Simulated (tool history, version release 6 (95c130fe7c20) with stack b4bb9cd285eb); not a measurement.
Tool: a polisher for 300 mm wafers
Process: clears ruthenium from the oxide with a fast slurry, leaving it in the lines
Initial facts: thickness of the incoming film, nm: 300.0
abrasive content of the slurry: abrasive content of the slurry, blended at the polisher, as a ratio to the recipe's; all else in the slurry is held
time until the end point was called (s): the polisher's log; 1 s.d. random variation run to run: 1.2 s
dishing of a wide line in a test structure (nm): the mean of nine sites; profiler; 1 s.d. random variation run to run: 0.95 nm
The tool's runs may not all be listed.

run	hour	flow of slurry (ml/min)	pressure of the wafer on the pad (kPa)	speed of the pad under the wafer (cm/s)	abrasive content of the slurry	overpolish time after the end point (s)	time until the end point was called (s)	dishing of a wide line in a test structure (nm)
1	0	200	18.6	110	1	21	79.758	46.107
2	5.1	200	18.6	110	0.85	21	85.754	45.709
3	13.8	200	18.6	110	0.85	27	83.055	49.867
4	20	200	17.2	110	0.85	27	91.825	49.617
5	21.1	200	17.2	130	0.85	27	77.211	54.486
6	26.7	200	17.2	140	0.85	27	73.055	59.022

Forecast run 7:
7	30	200	15.9	138	0.85	25	?	?

time until the end point was called (s): 78.47
dishing of a wide line in a test structure (nm): 52.065
